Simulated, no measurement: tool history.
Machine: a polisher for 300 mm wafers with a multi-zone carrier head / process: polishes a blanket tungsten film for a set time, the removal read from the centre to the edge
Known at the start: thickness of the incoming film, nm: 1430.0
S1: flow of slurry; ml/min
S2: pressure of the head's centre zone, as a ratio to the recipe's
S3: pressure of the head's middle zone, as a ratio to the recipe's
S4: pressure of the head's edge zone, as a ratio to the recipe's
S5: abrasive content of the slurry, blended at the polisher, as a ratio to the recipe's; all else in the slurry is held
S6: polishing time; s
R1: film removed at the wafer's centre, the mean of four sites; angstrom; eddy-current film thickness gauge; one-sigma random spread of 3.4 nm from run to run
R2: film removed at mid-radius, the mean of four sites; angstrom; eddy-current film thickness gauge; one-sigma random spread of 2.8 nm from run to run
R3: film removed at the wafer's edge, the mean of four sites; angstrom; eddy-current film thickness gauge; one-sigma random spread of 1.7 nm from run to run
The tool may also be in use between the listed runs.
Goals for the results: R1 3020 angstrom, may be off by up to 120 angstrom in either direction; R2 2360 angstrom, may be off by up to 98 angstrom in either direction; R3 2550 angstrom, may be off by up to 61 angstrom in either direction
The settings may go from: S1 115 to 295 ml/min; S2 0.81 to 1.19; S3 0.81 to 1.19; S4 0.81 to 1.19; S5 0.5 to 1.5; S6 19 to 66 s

{"run": 1, "day": 0.0, "S1": 190, "S2": 1, "S3": 1, "S4": 1, "S5": 1, "S6": 42, "R1": 3149.3, "R2": 3114.8, "R3": 3080.5}
{"run": 2, "day": 0.329, "S1": 190, "S2": 1, "S3": 0.92, "S4": 1, "S5": 1, "S6": 42, "R1": 3130.1, "R2": 2863.6, "R3": 3111.2}
{"run": 3, "day": 0.571, "S1": 190, "S2": 0.95, "S3": 0.92, "S4": 1, "S5": 1, "S6": 42, "R1": 2976.9, "R2": 2901.4, "R3": 3075.1}
{"run": 4, "day": 0.846, "S1": 185, "S2": 0.99, "S3": 0.9, "S4": 0.95, "S5": 0.9, "S6": 42, "R1": 3018, "R2": 2789.1, "R3": 2893.1}
{"run": 5, "day": 1.208, "S1": 185, "S2": 0.99, "S3": 0.9, "S4": 0.95, "S5": 1.05, "S6": 42, "R1": 3225.6, "R2": 2841.6, "R3": 3089.4}
{"run": 6, "day": 1.458, "S1": 155, "S2": 0.99, "S3": 0.9, "S4": 0.95, "S5": 1.05, "S6": 42, "R1": 3144.7, "R2": 2834.5, "R3": 3015.6}
{"run": 7, "day": 1.679, "S1": 160, "S2": 1.02, "S3": 0.88, "S4": 0.93, "S5": 0.95, "S6": 41, "R1": 3020.9, "R2": 2657.4, "R3": 2821.6}
{"run": 8, "day": 1.892, "S1": 160, "S2": 1.02, "S3": 0.88, "S4": 0.93, "S5": 0.95, "S6": 41, "R1": 2948.6, "R2": 2629.6, "R3": 2855.4}
{"run": 9, "day": 2.233, "S1": 170, "S2": 1.06, "S3": 0.87, "S4": 0.89, "S5": 0.9, "S6": 41, "R1": 3132.5, "R2": 2567.8, "R3": 2728.9}
{"run": 10, "day": 2.525, "S1": 165, "S2": 1.06, "S3": 0.85, "S4": 0.87, "S5": 0.9, "S6": 41, "R1": 3129.1, "R2": 2520.8, "R3": 2714}

Pick the move, out of 4, that brings all results within their allowed miss; only one does.
{"run": "A", "day": 2.817, "S1": 145, "S2": 1.09, "S3": 0.93, "S4": 0.84, "S5": 0.8, "S6": 42, "R1": "?", "R2": "?", "R3": "?"}
{"run": "B", "day": 2.817, "S1": 235, "S2": 1.11, "S3": 0.88, "S4": 0.94, "S5": 1, "S6": 35, "R1": "?", "R2": "?", "R3": "?"}
{"run": "C", "day": 2.817, "S1": 160, "S2": 0.91, "S3": 0.87, "S4": 0.9, "S5": 0.95, "S6": 42, "R1": "?", "R2": "?", "R3": "?"}
{"run": "D", "day": 2.817, "S1": 120, "S2": 1.02, "S3": 0.81, "S4": 0.96, "S5": 1.1, "S6": 40, "R1": "?", "R2": "?", "R3": "?"}

move=A R1=3092.1 R2=2592.8 R3=2592.6
move=B R1=3019.4 R2=2359.6 R3=2567.2
move=C R1=2783.4 R2=2648.4 R3=2878.4
move=D R1=3014.2 R2=2420.9 R3=2906.5
A: gets the furthest-off result to its target, but another result is out of tolerance
B: all results land within tolerance of their targets
C: further off than the last run
D: further off than the last run
So the answer is move B, the one that meets all the targets.
